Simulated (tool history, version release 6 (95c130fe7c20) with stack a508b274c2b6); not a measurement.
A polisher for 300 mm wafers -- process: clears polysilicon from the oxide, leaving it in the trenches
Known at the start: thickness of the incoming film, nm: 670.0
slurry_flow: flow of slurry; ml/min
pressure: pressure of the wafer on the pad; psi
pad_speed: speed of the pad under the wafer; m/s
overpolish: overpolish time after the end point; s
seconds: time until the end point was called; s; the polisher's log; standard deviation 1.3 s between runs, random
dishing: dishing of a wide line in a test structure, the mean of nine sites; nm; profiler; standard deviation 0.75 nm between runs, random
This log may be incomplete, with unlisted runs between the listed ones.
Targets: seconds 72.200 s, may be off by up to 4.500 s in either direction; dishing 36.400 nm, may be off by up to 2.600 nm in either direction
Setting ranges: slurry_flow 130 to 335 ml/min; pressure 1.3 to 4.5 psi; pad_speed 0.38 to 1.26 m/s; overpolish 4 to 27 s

run  hour  slurry_flow  pressure  pad_speed  overpolish  seconds  dishing
  1   0.0          215       2.9       0.82          14   55.627   53.630
  2   1.1          215       2.7       0.82          12   59.170   51.661
  3   3.3          215       2.7       0.64          12   73.195   49.328
  4   8.8          235       2.8       0.58          10   78.048   46.019
  5  13.1          255       3.0       0.54           9   73.826   43.786
  6  16.0          310       3.0       0.54           9   72.854   43.727
  7  19.1          315       3.1       0.50           8   77.659   40.611
  8  22.1          320       3.2       0.50           7   74.688   39.572

Which one of the following 5 next-run settings gets every result inside its allowed miss? There is exactly one.
  A  25.1          280       2.7       0.60           8        ?        ?
  B  25.1          305       3.3       0.46           9        ?        ?
  C  25.1          335       2.9       0.58           6        ?        ?
  D  25.1          335       4.0       0.38          11        ?        ?
  E  25.1          315       3.2       0.42          12        ?        ?

move  seconds  dishing
   A   74.831   40.891
   B   75.957   42.793
   C   70.812   36.346
   D   72.534   46.898
   E   83.867   46.000
A: moves away from the targets compared with the last run
B: moves away from the targets compared with the last run
C: all results land within tolerance of their targets
D: moves away from the targets compared with the last run
E: moves away from the targets compared with the last run
Answer: C

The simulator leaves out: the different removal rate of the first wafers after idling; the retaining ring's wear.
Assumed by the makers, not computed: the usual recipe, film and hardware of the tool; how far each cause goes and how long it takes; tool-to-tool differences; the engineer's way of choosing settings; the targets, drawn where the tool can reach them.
